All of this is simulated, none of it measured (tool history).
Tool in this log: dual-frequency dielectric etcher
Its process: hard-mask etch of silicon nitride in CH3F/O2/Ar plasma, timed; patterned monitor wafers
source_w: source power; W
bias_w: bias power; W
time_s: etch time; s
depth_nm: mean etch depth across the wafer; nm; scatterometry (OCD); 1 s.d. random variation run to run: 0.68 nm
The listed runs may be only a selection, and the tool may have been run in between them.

run,day,source_w,bias_w,time_s,depth_nm
1,0,340,79,222.5,163.43
2,0.183,340,79,231.5,169.45
3,0.296,300,79,231.5,165.25
4,0.638,300,88,231.5,169.74
5,0.808,240,88,231.5,160.57
6,0.983,250,89,231.5,164.04
7,1.088,260,90,231.5,166.06

Forecast run 8:
8,1.458,320,94,231.5,?

depth_nm: 176.15 nm

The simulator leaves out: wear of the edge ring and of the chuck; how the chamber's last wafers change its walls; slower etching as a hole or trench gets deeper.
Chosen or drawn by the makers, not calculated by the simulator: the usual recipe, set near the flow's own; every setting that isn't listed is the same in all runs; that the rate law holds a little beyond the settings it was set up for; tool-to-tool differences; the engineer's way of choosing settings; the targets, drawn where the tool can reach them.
